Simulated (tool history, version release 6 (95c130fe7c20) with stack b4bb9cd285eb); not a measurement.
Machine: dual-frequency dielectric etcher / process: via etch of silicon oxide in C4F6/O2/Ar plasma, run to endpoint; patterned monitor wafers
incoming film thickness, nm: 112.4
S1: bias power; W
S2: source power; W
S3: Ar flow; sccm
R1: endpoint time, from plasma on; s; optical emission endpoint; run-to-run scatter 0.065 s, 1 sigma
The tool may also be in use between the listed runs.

run,hour,S1,S2,S3,R1
1,0,596,430,269,22.577
2,8,596,430,228,22.359
3,12.3,596,430,257,22.689
4,21.3,631,430,257,22.334
5,28.3,673,430,257,21.796
6,29.5,762,430,257,21.128

Expected results for the next run?
7,30.1,762,430,257,?

{"run 7": {"R1": 21.178}}

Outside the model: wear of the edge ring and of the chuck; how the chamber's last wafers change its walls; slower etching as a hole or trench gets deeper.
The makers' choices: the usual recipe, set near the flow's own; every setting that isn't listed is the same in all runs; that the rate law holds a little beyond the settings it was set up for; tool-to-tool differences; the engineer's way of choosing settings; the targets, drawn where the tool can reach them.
